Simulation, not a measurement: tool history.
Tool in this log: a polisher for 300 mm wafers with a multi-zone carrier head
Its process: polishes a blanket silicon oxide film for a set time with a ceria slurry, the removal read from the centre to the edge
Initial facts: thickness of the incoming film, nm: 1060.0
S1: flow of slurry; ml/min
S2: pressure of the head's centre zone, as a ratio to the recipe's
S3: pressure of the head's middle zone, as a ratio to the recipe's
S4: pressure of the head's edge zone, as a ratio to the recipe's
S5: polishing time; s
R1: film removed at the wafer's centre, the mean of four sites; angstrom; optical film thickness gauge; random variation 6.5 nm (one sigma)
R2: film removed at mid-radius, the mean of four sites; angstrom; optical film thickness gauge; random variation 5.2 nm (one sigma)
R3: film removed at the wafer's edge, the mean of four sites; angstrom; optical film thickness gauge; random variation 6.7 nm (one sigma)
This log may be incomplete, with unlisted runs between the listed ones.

| run | day | S1 | S2 | S3 | S4 | S5 | R1 | R2 | R3 |
|---|---|---|---|---|---|---|---|---|---|
| 1 | 0 | 215 | 1 | 1 | 1 | 76 | 4362.2 | 4256.2 | 4456.5 |
| 2 | 0.038 | 215 | 1 | 0.94 | 1 | 76 | 4376.2 | 4062.7 | 4520.6 |
| 3 | 0.154 | 215 | 1.04 | 0.94 | 1 | 76 | 4499.8 | 4055.4 | 4553.1 |
| 4 | 0.304 | 215 | 1.04 | 0.86 | 1 | 76 | 4470.1 | 3682.5 | 4593.2 |
| 5 | 0.6 | 215 | 0.98 | 0.86 | 1 | 76 | 4121.5 | 3778.7 | 4498.2 |
|  | 0.667 | edge zone pressure recalibrated |
| 6 | 0.667 | 215 | 0.98 | 0.81 | 1 | 76 | 4201.9 | 3537.7 | 4368.9 |

Expected results for the next run?
| 7 | 0.992 | 225 | 1 | 0.84 | 0.97 | 77 | ? | ? | ? |

Run 7 came out at R1 4438.9 angstrom, R2 3642.3 angstrom, R3 4213.2 angstrom.

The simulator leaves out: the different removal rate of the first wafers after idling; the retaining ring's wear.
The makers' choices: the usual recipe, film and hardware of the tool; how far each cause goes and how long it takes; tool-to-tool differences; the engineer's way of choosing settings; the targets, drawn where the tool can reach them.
